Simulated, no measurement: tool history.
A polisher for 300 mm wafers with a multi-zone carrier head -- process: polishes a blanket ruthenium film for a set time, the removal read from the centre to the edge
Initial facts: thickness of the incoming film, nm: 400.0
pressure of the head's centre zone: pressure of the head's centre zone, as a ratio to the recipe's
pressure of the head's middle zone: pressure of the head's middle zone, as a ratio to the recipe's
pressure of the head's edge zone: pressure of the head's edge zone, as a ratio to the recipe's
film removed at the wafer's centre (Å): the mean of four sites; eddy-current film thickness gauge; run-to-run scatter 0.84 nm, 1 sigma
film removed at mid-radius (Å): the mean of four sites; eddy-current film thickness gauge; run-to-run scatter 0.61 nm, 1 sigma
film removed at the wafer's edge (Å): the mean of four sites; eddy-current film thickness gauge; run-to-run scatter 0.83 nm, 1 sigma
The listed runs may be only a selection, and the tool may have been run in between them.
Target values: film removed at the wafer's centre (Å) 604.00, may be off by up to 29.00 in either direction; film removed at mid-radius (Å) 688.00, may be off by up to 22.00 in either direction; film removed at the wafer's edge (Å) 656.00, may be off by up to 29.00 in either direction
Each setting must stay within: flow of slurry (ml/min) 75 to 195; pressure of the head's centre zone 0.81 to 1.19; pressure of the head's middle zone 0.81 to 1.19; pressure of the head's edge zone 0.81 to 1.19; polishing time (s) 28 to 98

| run | day | flow of slurry (ml/min) | pressure of the head's centre zone | pressure of the head's middle zone | pressure of the head's edge zone | polishing time (s) | film removed at the wafer's centre (Å) | film removed at mid-radius (Å) | film removed at the wafer's edge (Å) |
|---|---|---|---|---|---|---|---|---|---|
| 1 | 0.000 | 125 | 1.00 | 1.00 | 1.00 | 63 | 824.11 | 808.36 | 785.61 |
| 2 | 0.283 | 125 | 1.00 | 1.00 | 0.95 | 63 | 842.21 | 815.05 | 784.39 |
| 3 | 0.550 | 120 | 0.99 | 1.00 | 0.95 | 62 | 794.68 | 793.77 | 767.99 |
| 4 | 0.675 | 120 | 0.99 | 1.00 | 0.95 | 68 | 848.49 | 876.69 | 835.27 |
| 5 | 0.775 | 145 | 0.99 | 1.00 | 0.95 | 68 | 927.59 | 913.23 | 836.03 |
| 6 | 1.004 | 145 | 0.97 | 1.00 | 0.95 | 66 | 871.37 | 885.24 | 850.28 |
| 7 | 1.242 | 140 | 0.97 | 1.01 | 0.94 | 64 | 847.86 | 858.68 | 795.06 |
| 8 | 1.375 | 135 | 0.96 | 1.01 | 0.94 | 63 | 805.89 | 846.47 | 775.11 |
| 9 | 1.446 | 130 | 0.95 | 1.00 | 0.94 | 62 | 793.48 | 816.90 | 772.00 |
| 10 | 1.525 | 125 | 0.94 | 1.00 | 0.94 | 61 | 746.24 | 794.28 | 736.17 |
| 11 | 1.638 | 120 | 0.93 | 0.99 | 0.94 | 61 | 738.90 | 781.52 | 730.77 |
| 12 | 1.946 | 115 | 0.92 | 0.99 | 0.94 | 61 | 709.13 | 776.28 | 747.73 |
|  | 2.067 | worn pad replaced by a new one |
| 13 | 2.067 | 115 | 0.92 | 0.99 | 0.93 | 60 | 757.73 | 809.57 | 759.05 |
| 14 | 2.396 | 115 | 0.92 | 1.00 | 0.94 | 59 | 759.02 | 821.64 | 764.77 |
| 15 | 2.704 | 85 | 0.82 | 0.92 | 0.84 | 56 | 565.03 | 658.68 | 647.60 |

Exercise: of the 4 proposed moves below, exactly one satisfies all targets within the stated allowed misses. Which move is it?
| A | 3.012 | 95 | 0.83 | 0.93 | 0.85 | 61 | ? | ? | ? |
| B | 3.012 | 95 | 0.83 | 0.93 | 0.81 | 56 | ? | ? | ? |
| C | 3.012 | 100 | 0.86 | 0.95 | 0.84 | 59 | ? | ? | ? |
| D | 3.012 | 90 | 0.87 | 0.98 | 0.89 | 59 | ? | ? | ? |

| move | film removed at the wafer's centre (Å) | film removed at mid-radius (Å) | film removed at the wafer's edge (Å) |
|---|---|---|---|
| A | 669.61 | 745.57 | 730.38 |
| B | 614.72 | 684.50 | 656.41 |
| C | 684.31 | 745.61 | 710.39 |
| D | 664.96 | 737.97 | 712.01 |
A: carries the result that was furthest off beyond its target, to the other side
B: all results land within tolerance of their targets
C: carries the result that was furthest off beyond its target, to the other side
D: carries the result that was furthest off beyond its target, to the other side
So the answer is move B, the one that meets all the targets.

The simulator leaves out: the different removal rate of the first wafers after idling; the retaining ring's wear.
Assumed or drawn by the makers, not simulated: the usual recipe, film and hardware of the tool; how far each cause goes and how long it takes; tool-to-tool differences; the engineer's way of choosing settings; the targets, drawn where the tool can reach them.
